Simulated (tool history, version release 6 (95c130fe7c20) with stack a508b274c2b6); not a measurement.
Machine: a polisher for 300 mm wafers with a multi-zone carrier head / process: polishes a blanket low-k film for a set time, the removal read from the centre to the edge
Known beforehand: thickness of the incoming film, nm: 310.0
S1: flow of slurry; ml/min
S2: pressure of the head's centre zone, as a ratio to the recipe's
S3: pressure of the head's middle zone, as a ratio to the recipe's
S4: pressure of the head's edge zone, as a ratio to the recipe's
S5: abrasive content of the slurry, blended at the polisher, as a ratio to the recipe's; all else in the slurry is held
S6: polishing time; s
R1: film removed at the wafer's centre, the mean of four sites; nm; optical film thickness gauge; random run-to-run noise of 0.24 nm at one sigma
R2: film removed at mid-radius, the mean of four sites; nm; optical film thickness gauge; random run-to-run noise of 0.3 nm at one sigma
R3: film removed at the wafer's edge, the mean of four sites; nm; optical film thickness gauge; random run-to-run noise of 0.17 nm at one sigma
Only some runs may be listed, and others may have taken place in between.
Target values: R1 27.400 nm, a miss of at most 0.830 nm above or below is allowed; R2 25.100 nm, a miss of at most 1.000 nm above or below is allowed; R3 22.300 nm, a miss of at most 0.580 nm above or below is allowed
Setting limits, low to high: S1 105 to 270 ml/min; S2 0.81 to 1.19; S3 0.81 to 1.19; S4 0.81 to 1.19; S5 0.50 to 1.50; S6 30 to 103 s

Run 1, hour 0.0: S1 175 ml/min, S2 1.00, S3 1.00, S4 1.00, S5 1.00, S6 66 s. Result: R1 33.433 nm, R2 31.589 nm, R3 32.738 nm.
Run 2, hour 7.7: S1 175 ml/min, S2 1.00, S3 1.00, S4 0.96, S5 1.00, S6 66 s. Result: R1 33.565 nm, R2 31.603 nm, R3 32.008 nm.
Run 3, hour 14.7: S1 175 ml/min, S2 1.00, S3 1.00, S4 1.02, S5 1.00, S6 66 s. Result: R1 33.421 nm, R2 31.805 nm, R3 32.965 nm.
Run 4, hour 16.8: S1 175 ml/min, S2 1.00, S3 1.00, S4 1.02, S5 1.00, S6 55 s. Result: R1 27.692 nm, R2 26.157 nm, R3 27.752 nm.
Run 5, hour 19.2: S1 170 ml/min, S2 1.02, S3 1.02, S4 0.98, S5 0.95, S6 55 s. Result: R1 28.119 nm, R2 26.903 nm, R3 26.419 nm.
Run 6, hour 22.0: S1 165 ml/min, S2 1.03, S3 1.01, S4 0.95, S5 0.90, S6 55 s. Result: R1 27.495 nm, R2 25.746 nm, R3 25.217 nm.
Run 7, hour 24.4: S1 160 ml/min, S2 1.04, S3 1.01, S4 0.93, S5 0.90, S6 55 s. Result: R1 27.586 nm, R2 25.758 nm, R3 24.931 nm.
Run 8, hour 30.1: S1 155 ml/min, S2 1.05, S3 1.01, S4 0.91, S5 0.90, S6 55 s. Result: R1 27.936 nm, R2 25.359 nm, R3 24.379 nm.
Run 9, hour 31.3: S1 150 ml/min, S2 1.05, S3 1.02, S4 0.89, S5 0.90, S6 55 s. Result: R1 27.082 nm, R2 25.397 nm, R3 24.354 nm.
Run 10, hour 32.1: S1 150 ml/min, S2 1.06, S3 1.02, S4 0.88, S5 0.85, S6 55 s. Result: R1 26.894 nm, R2 25.287 nm, R3 23.731 nm.

Next run, 5 choices. One meets every target within its allowed miss, the rest don't. Which?
Run A, hour 32.9: S1 160 ml/min, S2 1.12, S3 1.08, S4 0.83, S5 0.70, S6 59 s. Result: R1 ?, R2 ?, R3 ?.
Run B, hour 32.9: S1 160 ml/min, S2 1.12, S3 1.09, S4 0.81, S5 0.85, S6 50 s. Result: R1 ?, R2 ?, R3 ?.
Run C, hour 32.9: S1 180 ml/min, S2 1.11, S3 1.05, S4 0.84, S5 0.80, S6 53 s. Result: R1 ?, R2 ?, R3 ?.
Run D, hour 32.9: S1 190 ml/min, S2 1.04, S3 1.07, S4 0.98, S5 0.75, S6 53 s. Result: R1 ?, R2 ?, R3 ?.
Run E, hour 32.9: S1 155 ml/min, S2 1.04, S3 1.05, S4 0.85, S5 0.80, S6 57 s. Result: R1 ?, R2 ?, R3 ?.

move      R1      R2      R3
   A  28.745  26.583  23.459
   B  26.069  24.298  21.045
   C  27.489  24.972  22.565
   D  25.508  25.044  23.841
   E  26.892  26.110  23.896
A: closer than the last run, but not yet in spec
B: moves the result that the last run missed by most past its target, out the other side
C: all results land within tolerance of their targets
D: moves away from the targets compared with the last run
E: moves away from the targets compared with the last run
The move that meets every target is C.
